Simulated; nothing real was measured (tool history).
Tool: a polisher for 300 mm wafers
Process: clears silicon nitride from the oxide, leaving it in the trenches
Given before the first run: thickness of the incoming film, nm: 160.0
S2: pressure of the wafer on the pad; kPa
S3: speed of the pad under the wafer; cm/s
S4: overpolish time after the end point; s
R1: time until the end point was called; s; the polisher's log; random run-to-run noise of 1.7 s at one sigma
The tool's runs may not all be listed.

run 1 day=0.000 | flow_of_slurry_(ml/min)=170 S2=23.4 S3=106 S4=48 | R1=121.66
run 2 day=0.279 | flow_of_slurry_(ml/min)=170 S2=23.4 S3=94 S4=48 | R1=140.71
run 3 day=0.504 | flow_of_slurry_(ml/min)=170 S2=29.0 S3=94 S4=48 | R1=114.83
run 4 day=0.846 | flow_of_slurry_(ml/min)=165 S2=25.5 S3=94 S4=48 | R1=128.78
run 5 day=1.167 | flow_of_slurry_(ml/min)=165 S2=22.8 S3=94 S4=48 | R1=144.03
run 6 day=1.412 | flow_of_slurry_(ml/min)=165 S2=21.4 S3=94 S4=48 | R1=151.10

Run 7 comes next. What will it give?
run 7 day=1.750 | flow_of_slurry_(ml/min)=165 S2=20.0 S3=94 S4=48 | R1=?

{"run 7": {"R1": 159.45}}

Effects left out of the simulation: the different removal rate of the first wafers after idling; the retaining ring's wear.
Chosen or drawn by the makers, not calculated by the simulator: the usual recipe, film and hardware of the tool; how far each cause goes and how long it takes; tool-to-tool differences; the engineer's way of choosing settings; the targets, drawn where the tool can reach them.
